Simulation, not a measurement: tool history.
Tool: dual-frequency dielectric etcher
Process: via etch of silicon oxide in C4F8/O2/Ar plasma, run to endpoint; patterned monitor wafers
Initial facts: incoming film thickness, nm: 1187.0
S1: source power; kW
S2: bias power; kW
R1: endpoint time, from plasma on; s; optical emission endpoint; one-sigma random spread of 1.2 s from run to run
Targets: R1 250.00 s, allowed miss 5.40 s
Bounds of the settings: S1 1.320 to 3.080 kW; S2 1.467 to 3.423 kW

run  hour     S1     S2      R1
  1   0.0  2.200  2.445  227.77
  2   3.4  2.200  2.611  223.75
  3  11.3  2.200  2.346  230.81
  4  18.8  2.140  2.328  232.08
  5  24.5  2.070  2.302  237.72
  6  27.8  1.760  2.302  254.19
  7  29.7  1.770  2.305  254.35
  8  34.3  1.770  2.305  257.29

5 next moves are on the table. One of them brings every result within its allowed miss. Which?
  A  38.9  1.660  2.070   ?
  B  38.9  1.500  2.659   ?
  C  38.9  1.740  2.586   ?
  D  38.9  1.560  2.648   ?
  E  38.9  1.540  2.293   ?

move      R1
   A  273.66
   B  268.16
   C  251.62
   D  263.40
   E  276.06
A: further off than the last run
B: further off than the last run
C: every result lands within tolerance
D: further off than the last run
E: further off than the last run
C meets every target.
